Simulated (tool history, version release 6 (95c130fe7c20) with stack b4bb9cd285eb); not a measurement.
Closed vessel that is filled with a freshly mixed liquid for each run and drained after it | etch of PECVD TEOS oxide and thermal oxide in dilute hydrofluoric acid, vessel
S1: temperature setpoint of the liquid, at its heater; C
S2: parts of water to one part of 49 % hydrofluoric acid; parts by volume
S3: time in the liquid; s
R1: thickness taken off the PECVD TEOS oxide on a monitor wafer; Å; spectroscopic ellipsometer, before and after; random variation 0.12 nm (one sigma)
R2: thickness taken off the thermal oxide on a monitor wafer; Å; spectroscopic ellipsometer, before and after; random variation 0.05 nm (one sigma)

run,hour,S1,S2,S3,R1,R2
1,0,25,120,290,341.41,101.31
2,5.9,24,120,290,329.46,97.28
3,7.8,23.5,120,290,321.09,96.337
4,13.1,23.5,120,360,405.26,118.72
5,16,23,125,360,376.19,110.5
6,23.8,25.5,125,360,406.46,124.05
7,29.2,21.5,175,360,238.86,71.256
8,37.3,20,175,360,224.16,66.479

Run 9, settings as shown, results not yet in. Your forecast:
9,41.1,20,175,360,?,?

R1: 224.4 Å
R2: 66.34 Å
